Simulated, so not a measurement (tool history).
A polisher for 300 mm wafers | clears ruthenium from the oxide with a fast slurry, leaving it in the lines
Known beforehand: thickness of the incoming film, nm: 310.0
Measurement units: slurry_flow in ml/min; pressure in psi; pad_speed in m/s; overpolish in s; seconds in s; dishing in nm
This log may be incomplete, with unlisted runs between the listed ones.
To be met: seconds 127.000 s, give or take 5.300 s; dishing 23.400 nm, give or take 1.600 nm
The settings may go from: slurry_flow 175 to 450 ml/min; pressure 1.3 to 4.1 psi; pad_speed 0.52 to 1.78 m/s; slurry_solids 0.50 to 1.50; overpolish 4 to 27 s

run  hour  slurry_flow  pressure  pad_speed  slurry_solids  overpolish  seconds  dishing
  1   0.0          290       2.7       1.14           1.00          14   67.192   28.414
  2   5.5          290       2.7       1.14           0.85          14   72.668   27.035
  3  14.4          245       2.7       1.14           0.85          14   74.634   27.688
  4  20.1          245       2.7       1.14           0.85          12   74.314   24.654
  5  21.2          245       2.7       1.04           0.85          12   80.633   23.683
  6  23.5          245       2.7       1.04           0.85          14   79.627   25.686
  7  32.3          245       2.6       1.04           0.85          14   83.353   25.422
  8  37.4          245       2.6       1.04           0.85          14   84.199   26.100
  9  44.2          245       2.5       1.04           0.85          14   84.948   25.866
 10  49.5          245       2.4       1.04           0.85          14   86.302   24.528
 11  51.0          245       2.3       1.02           0.85          15   91.695   25.214
 12  52.7          245       2.2       1.02           0.85          15   93.298   24.906
 13  61.8          245       2.1       1.00           0.85          15   97.386   23.453
 14  67.8          245       2.0       1.00           0.85          16  100.890   24.955

Which one of the following 5 next-run settings gets every result inside its allowed miss? There is exactly one.
  A  73.8          300       1.6       1.10           0.55          20        ?        ?
  B  73.8          245       2.0       0.98           0.55          19        ?        ?
  C  73.8          265       1.3       0.92           0.80          20        ?        ?
  D  73.8          200       2.3       0.80           0.75          18        ?        ?
  E  73.8          180       1.6       1.12           0.55          16        ?        ?

move  seconds  dishing
   A  135.500   23.832
   B  136.550   23.090
   C  138.500   23.557
   D  124.990   23.523
   E  138.540   20.731
A: pushes the last run's worst result past its target
B: pushes the last run's worst result past its target
C: pushes the last run's worst result past its target
D: each result inside its tolerance
E: pushes the last run's worst result past its target
Correct choice: D, which meets every target

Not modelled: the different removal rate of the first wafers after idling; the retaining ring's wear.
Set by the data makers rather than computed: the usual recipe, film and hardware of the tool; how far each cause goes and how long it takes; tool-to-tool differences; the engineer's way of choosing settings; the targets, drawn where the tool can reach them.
